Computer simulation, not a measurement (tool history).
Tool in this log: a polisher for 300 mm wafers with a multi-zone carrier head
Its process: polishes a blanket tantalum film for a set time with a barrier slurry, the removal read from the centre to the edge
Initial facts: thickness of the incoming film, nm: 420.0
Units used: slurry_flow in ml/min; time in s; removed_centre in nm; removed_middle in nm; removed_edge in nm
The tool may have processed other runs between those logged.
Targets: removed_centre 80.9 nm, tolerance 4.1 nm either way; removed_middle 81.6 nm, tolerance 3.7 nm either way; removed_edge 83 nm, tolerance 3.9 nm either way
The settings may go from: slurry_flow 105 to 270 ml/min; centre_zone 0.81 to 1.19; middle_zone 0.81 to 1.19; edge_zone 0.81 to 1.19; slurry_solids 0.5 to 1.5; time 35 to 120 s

{"run": 1, "day": 0.0, "slurry_flow": 175, "centre_zone": 1, "middle_zone": 1, "edge_zone": 1, "slurry_solids": 1, "time": 77, "removed_centre": 117.39, "removed_middle": 120.76, "removed_edge": 114.99}
{"run": 2, "day": 0.342, "slurry_flow": 140, "centre_zone": 1, "middle_zone": 1, "edge_zone": 1, "slurry_solids": 1, "time": 77, "removed_centre": 113.73, "removed_middle": 114.07, "removed_edge": 111.03}
{"run": 3, "day": 0.442, "slurry_flow": 140, "centre_zone": 1, "middle_zone": 1, "edge_zone": 1, "slurry_solids": 0.8, "time": 77, "removed_centre": 102.78, "removed_middle": 105.48, "removed_edge": 99.443}
{"run": 4, "day": 0.796, "slurry_flow": 170, "centre_zone": 1, "middle_zone": 1, "edge_zone": 1, "slurry_solids": 0.8, "time": 77, "removed_centre": 107.26, "removed_middle": 105.49, "removed_edge": 98.801}
{"run": 5, "day": 1.092, "slurry_flow": 170, "centre_zone": 1, "middle_zone": 1, "edge_zone": 1, "slurry_solids": 0.65, "time": 77, "removed_centre": 90.76, "removed_middle": 87.71, "removed_edge": 87.443}
{"run": 6, "day": 1.317, "slurry_flow": 170, "centre_zone": 1, "middle_zone": 0.91, "edge_zone": 1, "slurry_solids": 0.65, "time": 77, "removed_centre": 90.341, "removed_middle": 84.773, "removed_edge": 88.089}
{"run": 7, "day": 1.671, "slurry_flow": 170, "centre_zone": 0.98, "middle_zone": 0.91, "edge_zone": 0.99, "slurry_solids": 0.65, "time": 77, "removed_centre": 87.93, "removed_middle": 82.021, "removed_edge": 87.823}
{"run": 8, "day": 1.754, "slurry_flow": 165, "centre_zone": 0.97, "middle_zone": 0.93, "edge_zone": 0.98, "slurry_solids": 0.65, "time": 77, "removed_centre": 89.577, "removed_middle": 86.697, "removed_edge": 86.554}
{"run": 9, "day": 1.942, "slurry_flow": 165, "centre_zone": 0.95, "middle_zone": 0.92, "edge_zone": 0.98, "slurry_solids": 0.65, "time": 77, "removed_centre": 85.736, "removed_middle": 86.606, "removed_edge": 87.025}
{"run": 10, "day": 2.229, "slurry_flow": 165, "centre_zone": 0.95, "middle_zone": 0.91, "edge_zone": 0.97, "slurry_solids": 0.65, "time": 77, "removed_centre": 84.439, "removed_middle": 82.908, "removed_edge": 87.64}
{"run": 11, "day": 2.55, "slurry_flow": 155, "centre_zone": 0.95, "middle_zone": 0.94, "edge_zone": 0.93, "slurry_solids": 0.55, "time": 76, "removed_centre": 69.246, "removed_middle": 70.176, "removed_edge": 69.47}
{"run": 12, "day": 2.829, "slurry_flow": 170, "centre_zone": 0.94, "middle_zone": 0.94, "edge_zone": 0.95, "slurry_solids": 0.55, "time": 76, "removed_centre": 71.134, "removed_middle": 71.273, "removed_edge": 73.433}
{"run": 13, "day": 2.983, "slurry_flow": 220, "centre_zone": 0.96, "middle_zone": 1.02, "edge_zone": 0.98, "slurry_solids": 0.6, "time": 76, "removed_centre": 81.011, "removed_middle": 87.231, "removed_edge": 81.514}
{"run": 14, "day": 3.067, "slurry_flow": 205, "centre_zone": 0.97, "middle_zone": 0.96, "edge_zone": 1.03, "slurry_solids": 0.65, "time": 76, "removed_centre": 88.446, "removed_middle": 90.204, "removed_edge": 88.338}
{"run": 15, "day": 3.396, "slurry_flow": 205, "centre_zone": 0.92, "middle_zone": 0.88, "edge_zone": 0.97, "slurry_solids": 0.5, "time": 76, "removed_centre": 60.225, "removed_middle": 60.626, "removed_edge": 64.116}
{"run": 16, "day": 3.442, "slurry_flow": 185, "centre_zone": 0.93, "middle_zone": 0.91, "edge_zone": 0.99, "slurry_solids": 0.5, "time": 76, "removed_centre": 61.145, "removed_middle": 63.11, "removed_edge": 62.459}
{"run": 17, "day": 3.508, "slurry_flow": 200, "centre_zone": 0.94, "middle_zone": 0.95, "edge_zone": 0.95, "slurry_solids": 0.5, "time": 76, "removed_centre": 61.63, "removed_middle": 65.639, "removed_edge": 62.237}
{"run": 18, "day": 3.625, "slurry_flow": 220, "centre_zone": 0.97, "middle_zone": 0.93, "edge_zone": 1.05, "slurry_solids": 0.75, "time": 82, "removed_centre": 108.08, "removed_middle": 104.21, "removed_edge": 106.16}
{"run": 19, "day": 3.875, "slurry_flow": 220, "centre_zone": 0.96, "middle_zone": 0.92, "edge_zone": 1, "slurry_solids": 0.75, "time": 82, "removed_centre": 107.53, "removed_middle": 102.67, "removed_edge": 105.55}
{"run": 20, "day": 4.017, "slurry_flow": 220, "centre_zone": 0.94, "middle_zone": 0.91, "edge_zone": 0.95, "slurry_solids": 0.75, "time": 82, "removed_centre": 103.45, "removed_middle": 102.08, "removed_edge": 105.02}

Which single option among these 4 for the next run brings every result within its allowed miss of target? Just one does.
{"run": "A", "day": 4.158, "slurry_flow": 225, "centre_zone": 0.93, "middle_zone": 0.93, "edge_zone": 1.01, "slurry_solids": 0.7, "time": 67, "removed_centre": "?", "removed_middle": "?", "removed_edge": "?"}
{"run": "B", "day": 4.158, "slurry_flow": 230, "centre_zone": 1.19, "middle_zone": 1.19, "edge_zone": 1.04, "slurry_solids": 0.5, "time": 86, "removed_centre": "?", "removed_middle": "?", "removed_edge": "?"}
{"run": "C", "day": 4.158, "slurry_flow": 270, "centre_zone": 0.92, "middle_zone": 1.02, "edge_zone": 0.99, "slurry_solids": 0.55, "time": 83, "removed_centre": "?", "removed_middle": "?", "removed_edge": "?"}
{"run": "D", "day": 4.158, "slurry_flow": 230, "centre_zone": 1.19, "middle_zone": 1.09, "edge_zone": 1.01, "slurry_solids": 0.55, "time": 75, "removed_centre": "?", "removed_middle": "?", "removed_edge": "?"}

move=A removed_centre=80.095 removed_middle=83.132 removed_edge=83.51
move=B removed_centre=91.225 removed_middle=90.778 removed_edge=74.342
move=C removed_centre=79.243 removed_middle=89.624 removed_edge=82.346
move=D removed_centre=91.117 removed_middle=84.134 removed_edge=73.803
A: hits every target within its allowed miss
B: the result that was furthest off in the last run now lies on the other side of its target
C: the worst result of the last run now meets its target, but another is out of spec
D: the result that was furthest off in the last run now lies on the other side of its target
A meets every target.

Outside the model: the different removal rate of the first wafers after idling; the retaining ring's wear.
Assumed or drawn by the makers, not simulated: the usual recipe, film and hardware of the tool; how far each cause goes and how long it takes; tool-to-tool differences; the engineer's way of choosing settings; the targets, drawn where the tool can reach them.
